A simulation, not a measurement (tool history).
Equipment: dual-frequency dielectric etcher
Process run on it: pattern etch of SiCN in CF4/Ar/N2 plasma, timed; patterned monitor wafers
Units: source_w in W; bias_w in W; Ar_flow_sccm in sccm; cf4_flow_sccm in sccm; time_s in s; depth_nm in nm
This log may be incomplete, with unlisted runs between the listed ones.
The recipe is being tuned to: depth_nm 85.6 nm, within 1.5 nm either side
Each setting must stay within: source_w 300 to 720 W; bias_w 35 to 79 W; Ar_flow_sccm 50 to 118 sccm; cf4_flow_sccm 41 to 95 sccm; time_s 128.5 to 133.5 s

Run 1, day 0: source_w 510 W, bias_w 57 W, Ar_flow_sccm 84 sccm, cf4_flow_sccm 68 sccm, time_s 128.5 s. Result: depth_nm 124.72 nm.
Run 2, day 0.171: source_w 470 W, bias_w 56 W, Ar_flow_sccm 84 sccm, cf4_flow_sccm 68 sccm, time_s 128.5 s. Result: depth_nm 112.99 nm.
Run 3, day 0.283: source_w 470 W, bias_w 65 W, Ar_flow_sccm 84 sccm, cf4_flow_sccm 68 sccm, time_s 128.5 s. Result: depth_nm 119.62 nm.
Run 4, day 0.596: source_w 470 W, bias_w 69 W, Ar_flow_sccm 84 sccm, cf4_flow_sccm 68 sccm, time_s 128.5 s. Result: depth_nm 122.32 nm.
Run 5, day 0.758: source_w 440 W, bias_w 68 W, Ar_flow_sccm 84 sccm, cf4_flow_sccm 68 sccm, time_s 128.5 s. Result: depth_nm 112.16 nm.
Run 6, day 0.896: source_w 440 W, bias_w 68 W, Ar_flow_sccm 84 sccm, cf4_flow_sccm 56 sccm, time_s 128.5 s. Result: depth_nm 110.8 nm.
Run 7, day 1.208: source_w 420 W, bias_w 68 W, Ar_flow_sccm 84 sccm, cf4_flow_sccm 56 sccm, time_s 128.5 s. Result: depth_nm 104.42 nm.
Run 8, day 1.412: source_w 320 W, bias_w 67 W, Ar_flow_sccm 84 sccm, cf4_flow_sccm 56 sccm, time_s 128.5 s. Result: depth_nm 76.319 nm.
Run 9, day 1.788: source_w 330 W, bias_w 67 W, Ar_flow_sccm 84 sccm, cf4_flow_sccm 56 sccm, time_s 128.5 s. Result: depth_nm 79.381 nm.

Pick the move, out of 4, that brings all results within their allowed miss; only one does.
Run A, day 2.162: source_w 320 W, bias_w 79 W, Ar_flow_sccm 64 sccm, cf4_flow_sccm 43 sccm, time_s 131.5 s. Result: depth_nm ?.
Run B, day 2.162: source_w 330 W, bias_w 76 W, Ar_flow_sccm 77 sccm, cf4_flow_sccm 61 sccm, time_s 132 s. Result: depth_nm ?.
Run C, day 2.162: source_w 330 W, bias_w 75 W, Ar_flow_sccm 81 sccm, cf4_flow_sccm 44 sccm, time_s 129.5 s. Result: depth_nm ?.
Run D, day 2.162: source_w 330 W, bias_w 69 W, Ar_flow_sccm 86 sccm, cf4_flow_sccm 56 sccm, time_s 133 s. Result: depth_nm ?.

move  depth_nm
   A     86.12
   B    88.382
   C    81.471
   D    82.372
A: each result inside its tolerance
B: pushes the last run's worst result past its target
C: closer than the last run, but not yet in spec
D: closer than the last run, but not yet in spec
Move A is the one to make.

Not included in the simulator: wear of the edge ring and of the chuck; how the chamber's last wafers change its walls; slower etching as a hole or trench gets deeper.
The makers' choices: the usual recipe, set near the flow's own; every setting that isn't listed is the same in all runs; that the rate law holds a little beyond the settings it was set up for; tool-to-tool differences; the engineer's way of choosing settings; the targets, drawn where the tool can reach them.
